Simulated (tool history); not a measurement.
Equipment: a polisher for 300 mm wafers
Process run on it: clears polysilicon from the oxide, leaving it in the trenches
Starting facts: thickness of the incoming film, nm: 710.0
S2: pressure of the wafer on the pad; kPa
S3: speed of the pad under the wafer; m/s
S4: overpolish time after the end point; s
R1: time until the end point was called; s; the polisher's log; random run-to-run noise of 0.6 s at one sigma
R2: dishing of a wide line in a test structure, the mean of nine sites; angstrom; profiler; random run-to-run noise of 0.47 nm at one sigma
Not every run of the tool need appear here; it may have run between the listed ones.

{"run": 1, "hour": 0.0, "flow of slurry (ml/min)": 205, "S2": 16.5, "S3": 1.14, "S4": 8, "R1": 61.32, "R2": 402.06}
{"run": 2, "hour": 4.1, "flow of slurry (ml/min)": 205, "S2": 17.9, "S3": 1.14, "S4": 8, "R1": 57.002, "R2": 416.5}
{"run": 3, "hour": 9.9, "flow of slurry (ml/min)": 205, "S2": 17.9, "S3": 1.14, "S4": 7, "R1": 57.693, "R2": 398.79}
{"run": 4, "hour": 12.5, "flow of slurry (ml/min)": 205, "S2": 17.9, "S3": 1.14, "S4": 5, "R1": 57.218, "R2": 359.75}
{"run": 5, "hour": 19.5, "flow of slurry (ml/min)": 175, "S2": 17.9, "S3": 1.14, "S4": 5, "R1": 58.65, "R2": 351.01}
{"run": 6, "hour": 23.4, "flow of slurry (ml/min)": 180, "S2": 19.3, "S3": 1.14, "S4": 5, "R1": 55.39, "R2": 355.84}

Run 7 comes next. What will it give?
{"run": 7, "hour": 32.0, "flow of slurry (ml/min)": 190, "S2": 20.7, "S3": 1.16, "S4": 6, "R1": "?", "R2": "?"}

R1: 50.108 s
R2: 402.97 angstrom

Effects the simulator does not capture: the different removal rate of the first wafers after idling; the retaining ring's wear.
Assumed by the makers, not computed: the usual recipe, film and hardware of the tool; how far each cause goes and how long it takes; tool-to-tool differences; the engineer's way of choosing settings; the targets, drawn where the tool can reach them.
